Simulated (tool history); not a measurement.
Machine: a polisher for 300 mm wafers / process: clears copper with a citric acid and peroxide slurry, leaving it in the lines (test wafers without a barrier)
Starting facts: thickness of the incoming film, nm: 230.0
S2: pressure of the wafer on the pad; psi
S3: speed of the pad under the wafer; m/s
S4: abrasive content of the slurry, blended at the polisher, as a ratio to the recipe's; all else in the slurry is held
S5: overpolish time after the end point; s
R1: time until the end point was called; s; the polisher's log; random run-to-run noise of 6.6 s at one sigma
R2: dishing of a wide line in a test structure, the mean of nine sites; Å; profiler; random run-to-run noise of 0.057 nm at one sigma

Run 1, hour 0.0: flow of slurry (ml/min) 155, S2 2.2 psi, S3 1.10 m/s, S4 1.00, S5 12 s. Result: R1 160.78 s, R2 133.500 Å.
Run 2, hour 0.9: flow of slurry (ml/min) 155, S2 2.4 psi, S3 1.10 m/s, S4 1.00, S5 12 s. Result: R1 142.44 s, R2 149.300 Å.
Run 3, hour 4.0: flow of slurry (ml/min) 130, S2 2.4 psi, S3 1.10 m/s, S4 1.00, S5 12 s. Result: R1 150.57 s, R2 145.640 Å.
Run 4, hour 5.7: flow of slurry (ml/min) 160, S2 2.1 psi, S3 0.98 m/s, S4 1.00, S5 10 s. Result: R1 183.51 s, R2 101.380 Å.
Run 5, hour 12.9: flow of slurry (ml/min) 180, S2 1.8 psi, S3 0.88 m/s, S4 0.90, S5 9 s. Result: R1 218.68 s, R2 71.420 Å.
Run 6, hour 19.8: flow of slurry (ml/min) 185, S2 1.6 psi, S3 0.80 m/s, S4 0.85, S5 8 s. Result: R1 267.20 s, R2 52.113 Å.
Run 7, hour 26.1: flow of slurry (ml/min) 190, S2 1.5 psi, S3 0.78 m/s, S4 0.80, S5 7 s. Result: R1 288.91 s, R2 44.025 Å.

What does the tool deliver on the next run?
Run 8, hour 29.7: flow of slurry (ml/min) 200, S2 1.4 psi, S3 0.76 m/s, S4 0.75, S5 6 s. Result: R1 ?, R2 ?.

{"run 8": {"R1": 319.9, "R2": 33.307}}

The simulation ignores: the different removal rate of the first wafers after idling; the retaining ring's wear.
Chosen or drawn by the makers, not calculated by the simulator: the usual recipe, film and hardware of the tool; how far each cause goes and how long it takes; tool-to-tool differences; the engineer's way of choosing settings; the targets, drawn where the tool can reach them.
